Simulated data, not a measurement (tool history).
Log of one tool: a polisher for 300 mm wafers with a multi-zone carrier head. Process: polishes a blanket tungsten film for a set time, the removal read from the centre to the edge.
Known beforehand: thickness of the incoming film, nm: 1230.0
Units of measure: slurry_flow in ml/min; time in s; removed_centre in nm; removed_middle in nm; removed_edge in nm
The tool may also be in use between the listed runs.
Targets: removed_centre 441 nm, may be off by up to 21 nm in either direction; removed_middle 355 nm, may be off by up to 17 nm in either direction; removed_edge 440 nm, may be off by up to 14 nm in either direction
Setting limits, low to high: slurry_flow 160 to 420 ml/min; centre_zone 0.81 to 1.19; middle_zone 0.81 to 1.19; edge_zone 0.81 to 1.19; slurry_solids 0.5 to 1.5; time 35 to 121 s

{"run": 1, "day": 0.0, "slurry_flow": 270, "centre_zone": 1, "middle_zone": 1, "edge_zone": 1, "slurry_solids": 1, "time": 78, "removed_centre": 430.99, "removed_middle": 425.09, "removed_edge": 449.96}
{"run": 2, "day": 0.346, "slurry_flow": 265, "centre_zone": 1.01, "middle_zone": 0.97, "edge_zone": 1, "slurry_solids": 1, "time": 78, "removed_centre": 438.44, "removed_middle": 417.13, "removed_edge": 447.81}
{"run": 3, "day": 0.467, "slurry_flow": 260, "centre_zone": 1.01, "middle_zone": 0.94, "edge_zone": 1.01, "slurry_solids": 1, "time": 78, "removed_centre": 427.45, "removed_middle": 402.49, "removed_edge": 438.92}
{"run": 4, "day": 0.775, "slurry_flow": 260, "centre_zone": 1.02, "middle_zone": 0.92, "edge_zone": 1.03, "slurry_solids": 1, "time": 78, "removed_centre": 446.34, "removed_middle": 402.65, "removed_edge": 447.17}
{"run": 5, "day": 1.046, "slurry_flow": 260, "centre_zone": 1.05, "middle_zone": 0.92, "edge_zone": 1.03, "slurry_solids": 1, "time": 78, "removed_centre": 455.62, "removed_middle": 393.45, "removed_edge": 446.04}
{"run": 6, "day": 1.071, "slurry_flow": 260, "centre_zone": 1.05, "middle_zone": 0.92, "edge_zone": 1.03, "slurry_solids": 1, "time": 62, "removed_centre": 351.22, "removed_middle": 321.04, "removed_edge": 356.6}
{"run": 7, "day": 1.383, "slurry_flow": 265, "centre_zone": 1.06, "middle_zone": 0.91, "edge_zone": 1.06, "slurry_solids": 1.05, "time": 63, "removed_centre": 373.94, "removed_middle": 320.14, "removed_edge": 378.3}
{"run": 8, "day": 1.517, "slurry_flow": 270, "centre_zone": 1.07, "middle_zone": 0.93, "edge_zone": 1.07, "slurry_solids": 1.1, "time": 63, "removed_centre": 387.64, "removed_middle": 325.33, "removed_edge": 379.85}
{"run": 9, "day": 1.888, "slurry_flow": 275, "centre_zone": 1.06, "middle_zone": 0.94, "edge_zone": 1.09, "slurry_solids": 1.15, "time": 63, "removed_centre": 386.57, "removed_middle": 341.21, "removed_edge": 385.27}
{"run": 10, "day": 2.008, "slurry_flow": 275, "centre_zone": 1.06, "middle_zone": 0.94, "edge_zone": 1.09, "slurry_solids": 1.15, "time": 63, "removed_centre": 389.8, "removed_middle": 341.1, "removed_edge": 391.23}
{"run": 11, "day": 2.375, "slurry_flow": 280, "centre_zone": 1.06, "middle_zone": 0.93, "edge_zone": 1.11, "slurry_solids": 1.2, "time": 63, "removed_centre": 383.09, "removed_middle": 342.75, "removed_edge": 404.66}
{"run": 12, "day": 2.696, "slurry_flow": 285, "centre_zone": 1.07, "middle_zone": 0.93, "edge_zone": 1.12, "slurry_solids": 1.2, "time": 63, "removed_centre": 391.78, "removed_middle": 342.13, "removed_edge": 396.24}
{"run": 13, "day": 2.879, "slurry_flow": 285, "centre_zone": 1.07, "middle_zone": 0.93, "edge_zone": 1.12, "slurry_solids": 1.2, "time": 63, "removed_centre": 401.45, "removed_middle": 344.08, "removed_edge": 399.84}

5 next moves are on the table. One of them brings every result within its allowed miss. Which?
{"run": "A", "day": 3.062, "slurry_flow": 340, "centre_zone": 1.02, "middle_zone": 0.81, "edge_zone": 1.16, "slurry_solids": 1.4, "time": 70, "removed_centre": "?", "removed_middle": "?", "removed_edge": "?"}
{"run": "B", "day": 3.062, "slurry_flow": 275, "centre_zone": 1.06, "middle_zone": 0.87, "edge_zone": 1.1, "slurry_solids": 1, "time": 74, "removed_centre": "?", "removed_middle": "?", "removed_edge": "?"}
{"run": "C", "day": 3.062, "slurry_flow": 230, "centre_zone": 1.03, "middle_zone": 0.81, "edge_zone": 1.18, "slurry_solids": 1.4, "time": 73, "removed_centre": "?", "removed_middle": "?", "removed_edge": "?"}
{"run": "D", "day": 3.062, "slurry_flow": 215, "centre_zone": 0.95, "middle_zone": 0.81, "edge_zone": 1.14, "slurry_solids": 1.25, "time": 73, "removed_centre": "?", "removed_middle": "?", "removed_edge": "?"}
{"run": "E", "day": 3.062, "slurry_flow": 220, "centre_zone": 1.01, "middle_zone": 0.93, "edge_zone": 1.06, "slurry_solids": 1.1, "time": 79, "removed_centre": "?", "removed_middle": "?", "removed_edge": "?"}

move=A removed_centre=445.5 removed_middle=363.37 removed_edge=471.32
move=B removed_centre=440.5 removed_middle=367.04 removed_edge=438.59
move=C removed_centre=449.87 removed_middle=364.83 removed_edge=481.8
move=D removed_centre=399.41 removed_middle=351.89 removed_edge=457.14
move=E removed_centre=446.9 removed_middle=414.26 removed_edge=461.9
A: takes the biggest miss from the last run beyond its target
B: meets every target
C: takes the biggest miss from the last run beyond its target
D: takes the biggest miss from the last run beyond its target
E: takes the biggest miss from the last run beyond its target
So the answer is move B, the one that meets all the targets.
